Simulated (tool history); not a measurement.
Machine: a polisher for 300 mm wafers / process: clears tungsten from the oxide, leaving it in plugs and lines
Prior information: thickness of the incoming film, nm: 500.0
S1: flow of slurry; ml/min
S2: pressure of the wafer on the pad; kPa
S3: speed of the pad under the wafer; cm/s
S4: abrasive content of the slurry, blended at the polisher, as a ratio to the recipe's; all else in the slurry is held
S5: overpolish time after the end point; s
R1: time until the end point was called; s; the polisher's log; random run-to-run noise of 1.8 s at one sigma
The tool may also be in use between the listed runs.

run	hour	S1	S2	S3	S4	S5	R1
1	0.0	150	33.8	118	1.0	11	83.173
2	7.6	150	42.1	118	1.0	11	68.418
3	13.6	150	42.1	142	1.0	11	58.605
4	22.4	150	42.1	142	1.0	8	58.368
5	30.9	150	39.3	138	1.0	8	63.961
6	31.9	165	39.3	138	1.0	8	62.278
7	40.2	160	36.5	134	1.0	8	69.133
8	47.7	155	34.5	130	1.0	8	74.886
9	55.8	155	32.4	126	1.0	8	82.338
10	61.7	145	22.8	110	1.0	8	126.480
11	62.4	145	22.8	110	1.0	8	124.710
12	69.7	145	22.1	110	1.0	8	126.050
13	74.9	145	21.4	110	1.0	8	132.070
14	76.9	145	20.7	110	1.0	8	134.170

What will run 15 give?
15	78.3	145	20.0	110	1.0	8	?

Logged for run 15: R1 140.130 s.
